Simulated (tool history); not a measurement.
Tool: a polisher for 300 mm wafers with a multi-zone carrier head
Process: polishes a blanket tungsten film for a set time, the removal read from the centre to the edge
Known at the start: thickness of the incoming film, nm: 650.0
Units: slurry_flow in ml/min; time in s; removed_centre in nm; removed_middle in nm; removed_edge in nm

run	hour	slurry_flow	centre_zone	middle_zone	edge_zone	slurry_solids	time	removed_centre	removed_middle	removed_edge
1	0	225	1	1	1	1	41	190.08	184.08	187.04
2	5.7	225	1.06	1	1	1	41	196.1	188.2	187.4
3	6.6	225	1.06	1	1	1	50	241.48	224.52	227.43
4	7.7	225	1.06	1	1.06	1	50	241.67	227.68	236.71
5	10.3	225	1.06	1	1.06	1.15	50	252.44	234.24	246.74
# hour 11.6: slurry nozzle cleaned
6	11.6	225	1.06	1	1.06	1.15	42	210.64	200.13	207.75
7	16.5	220	1.03	1	1.01	0.95	41	191.76	183.98	188.79
8	20.3	220	1.03	1	1.01	0.95	41	190.35	185.17	187.87
9	28.4	220	1.02	1	0.97	0.8	40	173.35	169.92	170.61
10	34.2	220	1.01	1	0.93	0.7	40	165.62	168.73	160.93
11	42.7	215	1	0.98	0.9	0.65	40	162.43	159.82	152.88

The next listed run, before its measurement:
12	50.8	205	0.98	0.97	0.89	0.65	40	?	?	?

removed_centre: 157.3 nm
removed_middle: 155.9 nm
removed_edge: 152.96 nm
